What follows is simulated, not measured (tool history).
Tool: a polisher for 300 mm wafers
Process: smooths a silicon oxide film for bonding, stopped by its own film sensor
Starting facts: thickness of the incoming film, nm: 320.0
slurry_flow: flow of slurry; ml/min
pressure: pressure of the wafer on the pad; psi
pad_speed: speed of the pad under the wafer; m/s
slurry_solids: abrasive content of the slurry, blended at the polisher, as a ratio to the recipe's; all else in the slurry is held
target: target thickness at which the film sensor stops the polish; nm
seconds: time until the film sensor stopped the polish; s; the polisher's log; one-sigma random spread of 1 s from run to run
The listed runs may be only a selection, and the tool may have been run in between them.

run  hour  slurry_flow  pressure  pad_speed  slurry_solids  target  seconds
  1   0.0          300       1.9       0.82           1.00     288   44.810
  2   6.7          300       1.9       0.82           1.20     288   40.598
  3  13.2          300       1.9       0.94           1.20     288   39.251
  4  14.2          295       1.7       0.84           1.15     288   46.551
  5  19.4          290       1.6       0.76           1.10     288   53.368
  6  26.6          290       1.5       0.70           1.10     288   58.786
  7  34.6          290       1.4       0.66           1.10     288   65.203
  8  40.6          290       1.3       0.64           1.10     288   70.563
  9  48.1          290       1.2       0.62           1.10     288   78.101
 10  54.5          290       1.1       0.62           1.10     288   81.945

Predict the results of run 11:
 11  62.3          290       1.1       0.60           1.10     288        ?

seconds: 85.087 s
